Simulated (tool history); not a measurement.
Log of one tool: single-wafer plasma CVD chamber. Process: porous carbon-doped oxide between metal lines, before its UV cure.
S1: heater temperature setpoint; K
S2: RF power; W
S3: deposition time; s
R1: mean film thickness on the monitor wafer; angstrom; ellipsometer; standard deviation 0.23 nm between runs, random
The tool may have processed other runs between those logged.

Run 1, hour 0.0: S1 578.15 K, S2 645 W, S3 20.5 s. Result: R1 1192.8 angstrom.
Run 2, hour 3.8: S1 581.15 K, S2 630 W, S3 20.5 s. Result: R1 1153.2 angstrom.
Run 3, hour 5.1: S1 583.15 K, S2 620 W, S3 20.5 s. Result: R1 1129.9 angstrom.
Run 4, hour 9.2: S1 575.15 K, S2 620 W, S3 20.5 s. Result: R1 1182.9 angstrom.
Run 5, hour 10.1: S1 578.15 K, S2 610 W, S3 20.5 s. Result: R1 1146.6 angstrom.
Run 6, hour 18.3: S1 581.15 K, S2 605 W, S3 20.5 s. Result: R1 1123.6 angstrom.
Run 7, hour 23.6: S1 583.15 K, S2 600 W, S3 20.5 s. Result: R1 1103.5 angstrom.
At hour 24.2: RF generator calibrated.
Run 8, hour 24.2: S1 585.15 K, S2 595 W, S3 20.5 s. Result: R1 1121.6 angstrom.
Run 9, hour 31.8: S1 585.15 K, S2 575 W, S3 20.4 s. Result: R1 1092.2 angstrom.

Run 10 comes next. What will it give?
Run 10, hour 35.2: S1 586.15 K, S2 565 W, S3 20.3 s. Result: R1 ?.

Run 10 came out at R1 1064.1 angstrom.
